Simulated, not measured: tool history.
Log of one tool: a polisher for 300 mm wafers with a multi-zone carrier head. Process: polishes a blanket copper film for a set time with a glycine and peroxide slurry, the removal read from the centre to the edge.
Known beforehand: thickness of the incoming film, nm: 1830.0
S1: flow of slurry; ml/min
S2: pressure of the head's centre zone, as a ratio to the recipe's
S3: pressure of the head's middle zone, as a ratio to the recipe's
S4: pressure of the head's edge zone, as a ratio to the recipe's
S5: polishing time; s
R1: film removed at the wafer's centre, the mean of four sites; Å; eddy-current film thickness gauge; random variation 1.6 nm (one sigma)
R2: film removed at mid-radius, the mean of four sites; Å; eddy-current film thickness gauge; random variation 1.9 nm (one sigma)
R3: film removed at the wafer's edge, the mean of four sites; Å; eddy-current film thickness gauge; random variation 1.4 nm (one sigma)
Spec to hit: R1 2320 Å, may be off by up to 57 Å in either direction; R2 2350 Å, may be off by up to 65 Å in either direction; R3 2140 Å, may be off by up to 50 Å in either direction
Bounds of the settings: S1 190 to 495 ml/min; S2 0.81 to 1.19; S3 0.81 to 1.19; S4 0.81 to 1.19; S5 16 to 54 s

run 1 day=0 | S1=320 S2=1 S3=1 S4=1 S5=35 | R1=2328.9 R2=2339.9 R3=2379.4
run 2 day=0.258 | S1=315 S2=1 S3=1.01 S4=0.97 S5=35 | R1=2337.2 R2=2337.2 R3=2333.7
run 3 day=0.421 | S1=310 S2=1 S3=1.02 S4=0.95 S5=35 | R1=2331.2 R2=2330.8 R3=2317.4
run 4 day=0.471 | S1=310 S2=1 S3=1.02 S4=0.95 S5=31 | R1=2074.9 R2=2083 R3=2030.7
run 5 day=0.767 | S1=310 S2=1 S3=1.02 S4=0.95 S5=36 | R1=2392 R2=2380.8 R3=2366.9
run 6 day=1.067 | S1=310 S2=0.94 S3=1.02 S4=0.95 S5=36 | R1=2298.3 R2=2384 R3=2367.3
run 7 day=1.292 | S1=305 S2=0.95 S3=1.03 S4=0.92 S5=36 | R1=2312.8 R2=2403.9 R3=2337.1
run 8 day=1.342 | S1=300 S2=0.96 S3=1.04 S4=0.9 S5=36 | R1=2344.8 R2=2483.7 R3=2291.3

Below are 5 possible settings for the next run. Only one of them brings all results inside the allowed miss of their targets. Which is it?
run A day=1.392 | S1=280 S2=0.98 S3=1.07 S4=0.86 S5=34 | R1=? R2=? R3=?
run B day=1.392 | S1=300 S2=0.99 S3=1.03 S4=0.92 S5=35 | R1=? R2=? R3=?
run C day=1.392 | S1=230 S2=0.99 S3=1.02 S4=0.81 S5=36 | R1=? R2=? R3=?
run D day=1.392 | S1=310 S2=0.96 S3=1 S4=0.85 S5=36 | R1=? R2=? R3=?
run E day=1.392 | S1=300 S2=0.93 S3=1.11 S4=0.81 S5=35 | R1=? R2=? R3=?

move=A R1=2210.1 R2=2320.9 R3=2123
move=B R1=2311.9 R2=2329.6 R3=2267.4
move=C R1=2296.4 R2=2303.6 R3=2151.4
move=D R1=2327.3 R2=2345.1 R3=2256.2
move=E R1=2199.1 R2=2484 R3=2139
A: the worst result of the last run now meets its target, but another is out of spec
B: closes in on the targets versus the last run, not all within tolerance yet
C: every result within its allowed miss
D: closes in on the targets versus the last run, not all within tolerance yet
E: the worst result of the last run now meets its target, but another is out of spec
Go with C: it meets all targets.
